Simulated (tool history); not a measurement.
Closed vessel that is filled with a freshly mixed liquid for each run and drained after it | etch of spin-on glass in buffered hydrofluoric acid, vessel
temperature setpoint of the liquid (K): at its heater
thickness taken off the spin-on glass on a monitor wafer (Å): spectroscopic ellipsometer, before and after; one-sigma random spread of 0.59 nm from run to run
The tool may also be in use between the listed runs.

run  hour  temperature setpoint of the liquid (K)  parts of 40 % ammonium fluoride to one part of 49 % hydrofluoric acid (parts by volume)  time in the liquid (s)  thickness taken off the spin-on glass on a monitor wafer (Å)
  1   0.0                                  293.15                                                                                     13.0                      35                                                        786.23
  2   5.0                                  296.15                                                                                     13.0                      35                                                        930.12
  3   8.8                                  296.15                                                                                     15.5                      35                                                        783.41
  4  15.5                                  296.15                                                                                     18.5                      35                                                        658.13
  5  21.5                                  295.15                                                                                     18.5                      35                                                        620.32
  6  24.6                                  295.65                                                                                     17.5                      35                                                        679.12

What does the tool deliver on the next run?
  7  31.8                                  296.15                                                                                     16.5                      35                                                             ?

{"run 7": {"thickness taken off the spin-on glass on a monitor wafer (Å)": 736.85}}
